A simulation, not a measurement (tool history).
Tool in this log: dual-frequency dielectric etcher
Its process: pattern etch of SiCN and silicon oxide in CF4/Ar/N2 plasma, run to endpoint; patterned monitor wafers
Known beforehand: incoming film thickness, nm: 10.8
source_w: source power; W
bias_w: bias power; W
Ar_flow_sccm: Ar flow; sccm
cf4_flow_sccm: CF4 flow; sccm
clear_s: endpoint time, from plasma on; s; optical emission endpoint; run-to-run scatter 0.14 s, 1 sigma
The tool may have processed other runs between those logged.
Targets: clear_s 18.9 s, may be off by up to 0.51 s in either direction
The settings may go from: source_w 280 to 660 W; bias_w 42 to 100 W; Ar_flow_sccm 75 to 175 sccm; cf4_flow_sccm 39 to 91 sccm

run,day,source_w,bias_w,Ar_flow_sccm,cf4_flow_sccm,clear_s
1,0,470,71,125,65,12.571
2,0.171,430,68,127,64,13.803
3,0.533,430,68,119,64,13.505
4,0.712,430,68,99,64,13.213
5,0.892,430,75,99,64,12.905
6,1.238,390,71,104,62,14.684
7,1.388,360,70,104,62,15.786
8,1.754,340,70,104,62,16.794
9,1.821,330,70,104,62,17.328
10,1.954,280,69,104,62,20.269
11,2.054,290,69,104,62,19.792

Which one of the following 4 next-run settings gets every result inside its allowed miss? There is exactly one.
A,2.154,300,71,105,61,?
B,2.154,310,54,117,58,?
C,2.154,280,68,117,51,?
D,2.154,280,68,98,56,?

move,clear_s
A,18.571
B,20.114
C,21.317
D,20.282
A: in spec on every target
B: lands further from the targets than the last run did
C: lands further from the targets than the last run did
D: lands further from the targets than the last run did
A is the move that brings every result within its allowed miss.

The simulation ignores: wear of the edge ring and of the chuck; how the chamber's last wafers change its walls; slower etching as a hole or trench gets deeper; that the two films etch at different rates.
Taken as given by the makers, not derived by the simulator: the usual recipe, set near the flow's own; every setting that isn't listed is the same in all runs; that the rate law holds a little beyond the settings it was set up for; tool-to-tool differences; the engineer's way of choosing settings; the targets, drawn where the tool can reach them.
